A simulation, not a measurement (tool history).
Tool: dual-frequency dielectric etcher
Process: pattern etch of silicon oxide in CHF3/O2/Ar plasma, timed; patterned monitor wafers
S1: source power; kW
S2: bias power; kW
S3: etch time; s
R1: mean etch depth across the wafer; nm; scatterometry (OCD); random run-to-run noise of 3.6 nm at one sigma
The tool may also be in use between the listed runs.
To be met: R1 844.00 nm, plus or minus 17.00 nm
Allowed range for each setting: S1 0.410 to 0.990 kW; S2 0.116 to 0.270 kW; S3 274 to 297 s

Run 1, hour 0.0: S1 0.700 kW, S2 0.193 kW, S3 297 s. Result: R1 660.28 nm.
Run 2, hour 1.5: S1 0.810 kW, S2 0.193 kW, S3 297 s. Result: R1 701.16 nm.
Run 3, hour 6.7: S1 0.860 kW, S2 0.208 kW, S3 297 s. Result: R1 741.97 nm.
Run 4, hour 7.5: S1 0.860 kW, S2 0.208 kW, S3 297 s. Result: R1 738.84 nm.
Run 5, hour 14.0: S1 0.900 kW, S2 0.219 kW, S3 297 s. Result: R1 781.67 nm.
Run 6, hour 19.1: S1 0.900 kW, S2 0.233 kW, S3 297 s. Result: R1 799.75 nm.
Run 7, hour 24.9: S1 0.920 kW, S2 0.234 kW, S3 297 s. Result: R1 810.45 nm.
Run 8, hour 25.4: S1 0.940 kW, S2 0.235 kW, S3 297 s. Result: R1 814.38 nm.
Run 9, hour 32.3: S1 0.950 kW, S2 0.237 kW, S3 297 s. Result: R1 820.95 nm.

Of the 4 settings listed for the next run, only one would bring every result within its allowed miss of target. Which one?
Run A, hour 39.2: S1 0.990 kW, S2 0.218 kW, S3 291 s. Result: R1 ?.
Run B, hour 39.2: S1 0.980 kW, S2 0.266 kW, S3 274 s. Result: R1 ?.
Run C, hour 39.2: S1 0.980 kW, S2 0.227 kW, S3 285 s. Result: R1 ?.
Run D, hour 39.2: S1 0.990 kW, S2 0.257 kW, S3 288 s. Result: R1 ?.

move      R1
   A  793.00
   B  814.43
   C  788.07
   D  846.09
A: moves away from the targets compared with the last run
B: moves away from the targets compared with the last run
C: moves away from the targets compared with the last run
D: all results in spec
D is the move that brings every result within its allowed miss.
